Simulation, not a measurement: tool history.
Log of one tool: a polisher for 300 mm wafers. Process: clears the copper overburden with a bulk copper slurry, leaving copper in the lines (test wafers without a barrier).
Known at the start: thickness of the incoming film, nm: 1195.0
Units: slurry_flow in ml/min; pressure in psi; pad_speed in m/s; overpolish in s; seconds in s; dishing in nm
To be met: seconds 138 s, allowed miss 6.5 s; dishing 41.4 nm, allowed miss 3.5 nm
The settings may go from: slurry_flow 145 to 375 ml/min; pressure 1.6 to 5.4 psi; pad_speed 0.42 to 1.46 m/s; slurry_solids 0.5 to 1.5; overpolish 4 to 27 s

{"run": 1, "hour": 0.0, "slurry_flow": 240, "pressure": 3.5, "pad_speed": 0.94, "slurry_solids": 1, "overpolish": 14, "seconds": 109.86, "dishing": 78.106}
{"run": 2, "hour": 7.3, "slurry_flow": 240, "pressure": 3.3, "pad_speed": 0.96, "slurry_solids": 1, "overpolish": 12, "seconds": 116.36, "dishing": 69.126}
{"run": 3, "hour": 8.2, "slurry_flow": 240, "pressure": 3.2, "pad_speed": 0.98, "slurry_solids": 1, "overpolish": 11, "seconds": 115.71, "dishing": 67.664}
{"run": 4, "hour": 14.6, "slurry_flow": 245, "pressure": 3.1, "pad_speed": 0.98, "slurry_solids": 1, "overpolish": 10, "seconds": 118.75, "dishing": 59.158}
{"run": 5, "hour": 19.0, "slurry_flow": 245, "pressure": 2.7, "pad_speed": 0.98, "slurry_solids": 1, "overpolish": 10, "seconds": 131.54, "dishing": 54.351}
{"run": 6, "hour": 23.6, "slurry_flow": 245, "pressure": 2.7, "pad_speed": 0.98, "slurry_solids": 1, "overpolish": 14, "seconds": 129.57, "dishing": 69.001}
{"run": 7, "hour": 30.2, "slurry_flow": 245, "pressure": 2.7, "pad_speed": 0.98, "slurry_solids": 1, "overpolish": 12, "seconds": 136.51, "dishing": 63.215}
{"run": 8, "hour": 37.4, "slurry_flow": 245, "pressure": 2.7, "pad_speed": 0.98, "slurry_solids": 1, "overpolish": 11, "seconds": 130.63, "dishing": 57.788}
{"run": 9, "hour": 43.0, "slurry_flow": 245, "pressure": 2.6, "pad_speed": 0.98, "slurry_solids": 1, "overpolish": 10, "seconds": 135.76, "dishing": 54.998}
{"run": 10, "hour": 45.8, "slurry_flow": 245, "pressure": 2.6, "pad_speed": 0.98, "slurry_solids": 1, "overpolish": 9, "seconds": 136.5, "dishing": 49.127}
{"run": 11, "hour": 52.0, "slurry_flow": 245, "pressure": 2.6, "pad_speed": 0.98, "slurry_solids": 1, "overpolish": 5, "seconds": 135.68, "dishing": 31.024}
{"run": 12, "hour": 57.7, "slurry_flow": 245, "pressure": 2.6, "pad_speed": 0.98, "slurry_solids": 1, "overpolish": 6, "seconds": 140.86, "dishing": 36.536}

5 next moves are on the table. One of them brings every result within its allowed miss. Which?
{"run": "A", "hour": 63.4, "slurry_flow": 230, "pressure": 2.9, "pad_speed": 1.04, "slurry_solids": 0.9, "overpolish": 6, "seconds": "?", "dishing": "?"}
{"run": "B", "hour": 63.4, "slurry_flow": 205, "pressure": 2.7, "pad_speed": 0.96, "slurry_solids": 1, "overpolish": 6, "seconds": "?", "dishing": "?"}
{"run": "C", "hour": 63.4, "slurry_flow": 250, "pressure": 2.6, "pad_speed": 0.98, "slurry_solids": 1.05, "overpolish": 10, "seconds": "?", "dishing": "?"}
{"run": "D", "hour": 63.4, "slurry_flow": 195, "pressure": 2.2, "pad_speed": 1.18, "slurry_solids": 1.2, "overpolish": 4, "seconds": "?", "dishing": "?"}
{"run": "E", "hour": 63.4, "slurry_flow": 210, "pressure": 2.6, "pad_speed": 0.98, "slurry_solids": 1.1, "overpolish": 7, "seconds": "?", "dishing": "?"}

move=A seconds=120.48 dishing=39.054
move=B seconds=139.56 dishing=34.619
move=C seconds=137.42 dishing=51.378
move=D seconds=136.2 dishing=24.967
move=E seconds=139.46 dishing=39.08
A: brings the result that was furthest off to its target, and leaves another outside
B: further off than the last run
C: takes the result that was furthest off past its target
D: further off than the last run
E: meets every target
The right move is E.
